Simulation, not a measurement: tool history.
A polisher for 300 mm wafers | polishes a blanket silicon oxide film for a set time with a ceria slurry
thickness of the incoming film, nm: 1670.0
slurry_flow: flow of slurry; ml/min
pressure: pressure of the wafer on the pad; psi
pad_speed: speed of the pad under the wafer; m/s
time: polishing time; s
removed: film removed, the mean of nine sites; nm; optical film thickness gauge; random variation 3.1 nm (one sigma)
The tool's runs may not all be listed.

run 1 hour=0.0 | slurry_flow=170 pressure=4.0 pad_speed=1.28 time=51 | removed=341.79
run 2 hour=8.2 | slurry_flow=170 pressure=3.9 pad_speed=1.28 time=51 | removed=334.00
run 3 hour=15.9 | slurry_flow=170 pressure=3.9 pad_speed=1.06 time=51 | removed=284.68
run 4 hour=16.6 | slurry_flow=170 pressure=3.9 pad_speed=1.18 time=51 | removed=316.46
run 5 hour=20.6 | slurry_flow=170 pressure=4.4 pad_speed=1.18 time=51 | removed=345.75
run 6 hour=27.4 | slurry_flow=170 pressure=3.5 pad_speed=1.18 time=51 | removed=286.69

Run 7 comes next. What will it give?
run 7 hour=34.0 | slurry_flow=170 pressure=3.4 pad_speed=1.18 time=51 | removed=?

Run 7 gave removed 282.30 nm.
